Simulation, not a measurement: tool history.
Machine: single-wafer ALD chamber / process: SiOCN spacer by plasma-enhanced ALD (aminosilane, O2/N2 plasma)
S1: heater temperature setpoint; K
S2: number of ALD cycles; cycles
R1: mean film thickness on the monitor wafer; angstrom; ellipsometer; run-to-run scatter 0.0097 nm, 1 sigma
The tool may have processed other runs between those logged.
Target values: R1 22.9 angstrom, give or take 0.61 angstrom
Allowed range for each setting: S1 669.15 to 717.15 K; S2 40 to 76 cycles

| run | hour | S1 | S2 | R1 |
|---|---|---|---|---|
| 1 | 0 | 693.15 | 58 | 31.134 |
| 2 | 7 | 695.15 | 54 | 28.706 |
| 3 | 10.1 | 697.15 | 51 | 27.09 |
| 4 | 16.3 | 698.15 | 49 | 25.578 |
|  | 24.3 | thermocouple changed; heater temperature recalibrated |
| 5 | 24.3 | 700.15 | 48 | 24.653 |
| 6 | 28.8 | 700.15 | 54 | 28.107 |
| 7 | 35 | 702.15 | 52 | 26.911 |
| 8 | 41.2 | 703.15 | 50 | 25.495 |
| 9 | 45.5 | 705.15 | 49 | 24.975 |
| 10 | 49.7 | 705.15 | 49 | 25.071 |
| 11 | 50.4 | 706.15 | 48 | 24.485 |
| 12 | 52.6 | 707.15 | 47 | 24.015 |

Next run, 4 choices. One meets every target within its allowed miss, the rest don't. Which?
| A | 54.8 | 710.15 | 45 | ? |
| B | 54.8 | 707.15 | 52 | ? |
| C | 54.8 | 716.15 | 49 | ? |
| D | 54.8 | 716.15 | 50 | ? |

| move | R1 |
|---|---|
| A | 22.673 |
| B | 26.448 |
| C | 24.219 |
| D | 24.714 |
A: every result lands within tolerance
B: moves away from the targets compared with the last run
C: moves away from the targets compared with the last run
D: moves away from the targets compared with the last run
Answer: A
